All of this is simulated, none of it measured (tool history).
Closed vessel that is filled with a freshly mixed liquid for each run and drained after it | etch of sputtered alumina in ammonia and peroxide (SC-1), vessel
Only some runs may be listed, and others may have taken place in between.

run,hour,temperature setpoint of the liquid (°C),parts of 29 % ammonia solution to one part of 30 % peroxide (parts by volume),time in the liquid (s),thickness taken off the sputtered alumina on a monitor wafer (angstrom)
1,0.0,48,0.4,560,267.25
2,2.3,48,0.4,605,289.97
3,10.2,48,0.5,605,295.91
4,18.0,46,0.5,605,264.47
5,27.0,52,0.5,605,369.28
6,35.1,49,0.5,605,313.01
7,41.1,49,0.5,605,313.23

Forecast run 8:
8,48.5,41,0.5,605,?

{"run 8": {"thickness taken off the sputtered alumina on a monitor wafer (angstrom)": 198.59}}
